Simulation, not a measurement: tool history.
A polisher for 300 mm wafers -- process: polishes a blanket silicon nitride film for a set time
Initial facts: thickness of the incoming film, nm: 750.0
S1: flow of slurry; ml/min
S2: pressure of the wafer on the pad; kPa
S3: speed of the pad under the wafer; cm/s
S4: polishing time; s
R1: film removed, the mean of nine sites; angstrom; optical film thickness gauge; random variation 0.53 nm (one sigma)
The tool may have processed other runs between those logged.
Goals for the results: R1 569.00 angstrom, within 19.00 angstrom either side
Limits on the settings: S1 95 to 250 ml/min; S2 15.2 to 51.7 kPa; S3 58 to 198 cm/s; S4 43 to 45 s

run  hour   S1    S2   S3  S4       R1
  1   0.0  160  33.1  128  43  1013.20
  2   7.8  155  27.6  126  43   843.76
  3   9.1  155  21.4  126  43   696.77
  4  16.7  150  19.3  126  43   640.86
  5  20.5  150  19.3  140  43   691.19
  6  21.4  150  19.3  116  43   597.20
  7  27.4  145  19.3  116  43   596.26
  8  32.2  140  19.3  116  43   585.04
  9  36.6  135  19.3  116  43   576.51
 10  40.7  135  19.3  116  43   591.02

Next run, 5 choices. One meets every target within its allowed miss, the rest don't. Which?
  A  44.8  135  22.1  112  43   ?
  B  44.8  125  22.1  106  45   ?
  C  44.8  130  21.4  102  43   ?
  D  44.8  190  22.8   92  45   ?
  E  44.8  135  24.1   94  45   ?

move      R1
   A  617.86
   B  608.71
   C  555.24
   D  600.04
   E  602.37
A: the biggest miss grows against the last run
B: the biggest miss grows against the last run
C: every result within its allowed miss
D: the biggest miss grows against the last run
E: the biggest miss grows against the last run
Correct choice: C, which meets every target
